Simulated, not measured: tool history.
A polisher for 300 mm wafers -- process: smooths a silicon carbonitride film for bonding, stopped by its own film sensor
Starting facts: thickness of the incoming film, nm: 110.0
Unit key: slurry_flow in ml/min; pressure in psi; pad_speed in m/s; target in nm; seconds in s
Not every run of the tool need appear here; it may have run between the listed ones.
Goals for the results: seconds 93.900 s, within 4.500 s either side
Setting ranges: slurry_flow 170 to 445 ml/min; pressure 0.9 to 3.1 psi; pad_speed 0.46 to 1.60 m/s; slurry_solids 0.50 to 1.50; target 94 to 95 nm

run 1 hour=0.0 | slurry_flow=285 pressure=2.0 pad_speed=1.02 slurry_solids=1.00 target=94 | seconds=73.846
run 2 hour=8.5 | slurry_flow=285 pressure=2.4 pad_speed=1.02 slurry_solids=1.00 target=94 | seconds=64.482
run 3 hour=14.7 | slurry_flow=285 pressure=2.4 pad_speed=1.26 slurry_solids=1.00 target=94 | seconds=52.644
run 4 hour=17.4 | slurry_flow=285 pressure=2.8 pad_speed=1.26 slurry_solids=1.00 target=94 | seconds=46.055
run 5 hour=25.1 | slurry_flow=285 pressure=2.8 pad_speed=1.42 slurry_solids=1.00 target=94 | seconds=42.412
run 6 hour=32.8 | slurry_flow=285 pressure=3.1 pad_speed=1.42 slurry_solids=1.00 target=94 | seconds=38.397
run 7 hour=39.5 | slurry_flow=285 pressure=2.6 pad_speed=1.32 slurry_solids=1.00 target=94 | seconds=47.691
run 8 hour=40.0 | slurry_flow=285 pressure=2.2 pad_speed=1.26 slurry_solids=1.00 target=94 | seconds=57.061
run 9 hour=44.8 | slurry_flow=285 pressure=1.9 pad_speed=1.22 slurry_solids=1.00 target=94 | seconds=67.192
run 10 hour=49.5 | slurry_flow=285 pressure=1.7 pad_speed=1.20 slurry_solids=1.00 target=94 | seconds=76.186
run 11 hour=53.8 | slurry_flow=285 pressure=1.6 pad_speed=1.20 slurry_solids=1.00 target=94 | seconds=79.358
run 12 hour=56.4 | slurry_flow=285 pressure=1.5 pad_speed=1.20 slurry_solids=1.00 target=94 | seconds=82.388
run 13 hour=62.9 | slurry_flow=285 pressure=1.5 pad_speed=1.20 slurry_solids=1.00 target=94 | seconds=82.533
-- hour=66.7 slurry nozzle cleaned
run 14 hour=66.7 | slurry_flow=285 pressure=1.4 pad_speed=1.20 slurry_solids=1.00 target=94 | seconds=83.420

Which of these 5 next moves meets every target?
run A hour=70.5 | slurry_flow=390 pressure=1.5 pad_speed=1.30 slurry_solids=1.05 target=94 | seconds=?
run B hour=70.5 | slurry_flow=265 pressure=1.6 pad_speed=1.30 slurry_solids=0.95 target=95 | seconds=?
run C hour=70.5 | slurry_flow=255 pressure=1.4 pad_speed=1.34 slurry_solids=1.15 target=95 | seconds=?
run D hour=70.5 | slurry_flow=275 pressure=1.4 pad_speed=1.30 slurry_solids=0.95 target=94 | seconds=?
run E hour=70.5 | slurry_flow=180 pressure=1.3 pad_speed=1.20 slurry_solids=1.10 target=94 | seconds=?

move=A seconds=72.036
move=B seconds=67.616
move=C seconds=70.162
move=D seconds=80.297
move=E seconds=90.674
A: misses by more than the last run did
B: misses by more than the last run did
C: misses by more than the last run did
D: misses by more than the last run did
E: meets every target
The right move is E.

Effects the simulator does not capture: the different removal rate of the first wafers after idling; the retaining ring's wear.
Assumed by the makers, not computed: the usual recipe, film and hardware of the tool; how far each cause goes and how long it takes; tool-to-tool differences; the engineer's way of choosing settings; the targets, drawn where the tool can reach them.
